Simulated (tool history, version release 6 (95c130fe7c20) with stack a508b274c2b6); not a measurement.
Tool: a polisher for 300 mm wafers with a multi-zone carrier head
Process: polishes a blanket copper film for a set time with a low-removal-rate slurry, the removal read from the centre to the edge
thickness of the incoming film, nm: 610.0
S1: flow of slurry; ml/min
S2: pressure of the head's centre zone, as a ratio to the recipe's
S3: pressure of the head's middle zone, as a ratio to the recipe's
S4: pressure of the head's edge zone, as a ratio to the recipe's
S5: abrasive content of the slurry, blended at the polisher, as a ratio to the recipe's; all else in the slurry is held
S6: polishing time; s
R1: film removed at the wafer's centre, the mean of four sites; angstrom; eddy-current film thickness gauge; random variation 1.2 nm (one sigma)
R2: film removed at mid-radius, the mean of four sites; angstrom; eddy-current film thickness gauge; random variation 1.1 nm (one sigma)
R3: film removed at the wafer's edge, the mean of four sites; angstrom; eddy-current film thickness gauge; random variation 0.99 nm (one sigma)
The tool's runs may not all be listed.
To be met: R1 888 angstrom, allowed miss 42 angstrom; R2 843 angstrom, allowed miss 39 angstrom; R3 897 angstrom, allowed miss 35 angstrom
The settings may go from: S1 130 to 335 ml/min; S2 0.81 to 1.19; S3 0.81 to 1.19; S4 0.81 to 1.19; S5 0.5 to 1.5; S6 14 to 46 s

| run | day | S1 | S2 | S3 | S4 | S5 | S6 | R1 | R2 | R3 |
|---|---|---|---|---|---|---|---|---|---|---|
| 1 | 0 | 215 | 1 | 1 | 1 | 1 | 30 | 655.1 | 686.98 | 674.67 |
| 2 | 0.35 | 215 | 1.01 | 1 | 1.01 | 1.05 | 30 | 680.01 | 719.76 | 676.22 |
| 3 | 0.554 | 215 | 1.06 | 1 | 1.01 | 1.05 | 30 | 681.22 | 691.99 | 695.28 |
| 4 | 0.888 | 215 | 1.06 | 1 | 1.01 | 1.25 | 30 | 738.16 | 709.92 | 725.16 |
| 5 | 0.967 | 215 | 1.06 | 1.01 | 1.03 | 1.3 | 30 | 747.06 | 733.61 | 745.07 |
| 6 | 1.317 | 215 | 1.06 | 1.01 | 1.03 | 1.2 | 30 | 733.14 | 735.84 | 714.6 |
| 7 | 1.571 | 215 | 1.05 | 1 | 1.04 | 1.25 | 30 | 743.24 | 746.25 | 746.4 |
| 8 | 1.692 | 220 | 1.06 | 1 | 1.05 | 1.25 | 30 | 713.16 | 746.5 | 749.7 |
| 9 | 2.029 | 220 | 1.07 | 1 | 1.05 | 1.3 | 30 | 761.77 | 722.66 | 744.82 |
| 10 | 2.096 | 220 | 1.07 | 1 | 1.06 | 1.3 | 30 | 753.5 | 750.66 | 751.69 |
| 11 | 2.467 | 220 | 1.07 | 0.99 | 1.07 | 1.3 | 30 | 754.37 | 741.08 | 745.52 |
| 12 | 2.817 | 220 | 1.06 | 0.98 | 1.07 | 1.3 | 31 | 779.87 | 748.9 | 801.18 |
| 13 | 2.858 | 220 | 1.07 | 0.98 | 1.08 | 1.3 | 31 | 777.33 | 741.03 | 776.78 |
| 14 | 3.133 | 220 | 1.07 | 0.98 | 1.08 | 1.3 | 31 | 792.69 | 751.73 | 782.7 |
| 15 | 3.283 | 220 | 1.07 | 0.98 | 1.09 | 1.3 | 31 | 777.08 | 741.51 | 784.32 |
| 16 | 3.596 | 225 | 1.07 | 0.98 | 1.09 | 1.3 | 31 | 790.87 | 762.03 | 790.58 |
| 17 | 3.779 | 230 | 1.07 | 0.98 | 1.1 | 1.3 | 31 | 783.71 | 757.9 | 783.56 |
| 18 | 4.033 | 230 | 1.07 | 0.98 | 1.1 | 1.4 | 32 | 828.07 | 799.86 | 817.18 |

Which of these 5 next moves meets every target?
| A | 4.288 | 150 | 1.03 | 0.94 | 1.18 | 1.4 | 35 | ? | ? | ? |
| B | 4.288 | 130 | 0.99 | 0.84 | 1.14 | 1.45 | 38 | ? | ? | ? |
| C | 4.288 | 220 | 1.06 | 0.99 | 1.09 | 1.3 | 35 | ? | ? | ? |
| D | 4.288 | 335 | 1.13 | 1.11 | 1 | 1.5 | 28 | ? | ? | ? |
| E | 4.288 | 295 | 1.11 | 1.07 | 1.1 | 1.4 | 27 | ? | ? | ? |

| move | R1 | R2 | R3 |
|---|---|---|---|
| A | 823.96 | 784.16 | 903.64 |
| B | 839.69 | 755.22 | 952.2 |
| C | 894.71 | 861.95 | 901.85 |
| D | 825.04 | 827.63 | 748.97 |
| E | 759.9 | 750.43 | 730.83 |
A: brings the result that was furthest off to its target, and leaves another outside
B: takes the result that was furthest off past its target
C: meets every target
D: further off than the last run
E: further off than the last run
The right move is C.
